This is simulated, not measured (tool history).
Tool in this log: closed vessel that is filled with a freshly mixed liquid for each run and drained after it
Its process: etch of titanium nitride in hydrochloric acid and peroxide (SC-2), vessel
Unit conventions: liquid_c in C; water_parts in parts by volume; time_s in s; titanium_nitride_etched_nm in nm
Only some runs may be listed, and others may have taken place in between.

{"run": 1, "hour": 0.0, "liquid_c": 61, "water_parts": 11, "time_s": 240, "titanium_nitride_etched_nm": 11.958}
{"run": 2, "hour": 0.6, "liquid_c": 61, "water_parts": 12.5, "time_s": 240, "titanium_nitride_etched_nm": 10.766}
{"run": 3, "hour": 5.9, "liquid_c": 61, "water_parts": 12.5, "time_s": 190, "titanium_nitride_etched_nm": 8.5686}
{"run": 4, "hour": 9.6, "liquid_c": 63, "water_parts": 12.5, "time_s": 190, "titanium_nitride_etched_nm": 9.7481}
{"run": 5, "hour": 13.5, "liquid_c": 63, "water_parts": 14, "time_s": 190, "titanium_nitride_etched_nm": 8.7761}
{"run": 6, "hour": 17.9, "liquid_c": 63, "water_parts": 10, "time_s": 190, "titanium_nitride_etched_nm": 11.709}
{"run": 7, "hour": 19.9, "liquid_c": 64, "water_parts": 10, "time_s": 190, "titanium_nitride_etched_nm": 12.543}

Run 8, settings as shown, results not yet in. Your forecast:
{"run": 8, "hour": 26.2, "liquid_c": 64.5, "water_parts": 10, "time_s": 190, "titanium_nitride_etched_nm": "?"}

Run 8 gave titanium_nitride_etched_nm 12.963 nm.
